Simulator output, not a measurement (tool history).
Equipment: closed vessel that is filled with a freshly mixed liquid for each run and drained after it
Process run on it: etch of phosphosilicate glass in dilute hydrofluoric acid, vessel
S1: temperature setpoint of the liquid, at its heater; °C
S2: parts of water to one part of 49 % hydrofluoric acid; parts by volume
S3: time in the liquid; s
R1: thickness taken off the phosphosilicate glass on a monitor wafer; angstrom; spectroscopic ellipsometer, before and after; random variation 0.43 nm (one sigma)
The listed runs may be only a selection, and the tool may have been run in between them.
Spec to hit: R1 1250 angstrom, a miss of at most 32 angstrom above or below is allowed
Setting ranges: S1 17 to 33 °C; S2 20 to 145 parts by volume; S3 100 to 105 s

run 1 hour=0 | S1=25 S2=80 S3=100 | R1=1635.3
run 2 hour=1.7 | S1=25 S2=70 S3=100 | R1=1907
run 3 hour=3.8 | S1=25 S2=45 S3=100 | R1=3060.6
run 4 hour=10.6 | S1=22.5 S2=55 S3=100 | R1=2205.1
run 5 hour=13.5 | S1=20.5 S2=60 S3=100 | R1=1873.2
run 6 hour=15.7 | S1=20.5 S2=75 S3=100 | R1=1465.7
run 7 hour=23.9 | S1=19.5 S2=75 S3=100 | R1=1402.6
run 8 hour=26.4 | S1=18.5 S2=75 S3=100 | R1=1335.5
run 9 hour=35.6 | S1=18 S2=75 S3=100 | R1=1321.9
run 10 hour=43.7 | S1=18 S2=75 S3=100 | R1=1314.3

Exercise: of the 4 proposed moves below, exactly one satisfies all targets within the stated allowed misses. Which move is it?
run A hour=51.8 | S1=18 S2=85 S3=100 | R1=?
run B hour=51.8 | S1=17 S2=80 S3=100 | R1=?
run C hour=51.8 | S1=17 S2=85 S3=105 | R1=?
run D hour=51.8 | S1=17 S2=80 S3=105 | R1=?

move=A R1=1155.1
move=B R1=1182.7
move=C R1=1162.6
move=D R1=1241.8
A: carries the result that was furthest off beyond its target, to the other side
B: carries the result that was furthest off beyond its target, to the other side
C: carries the result that was furthest off beyond its target, to the other side
D: all results in spec
The right move is D.

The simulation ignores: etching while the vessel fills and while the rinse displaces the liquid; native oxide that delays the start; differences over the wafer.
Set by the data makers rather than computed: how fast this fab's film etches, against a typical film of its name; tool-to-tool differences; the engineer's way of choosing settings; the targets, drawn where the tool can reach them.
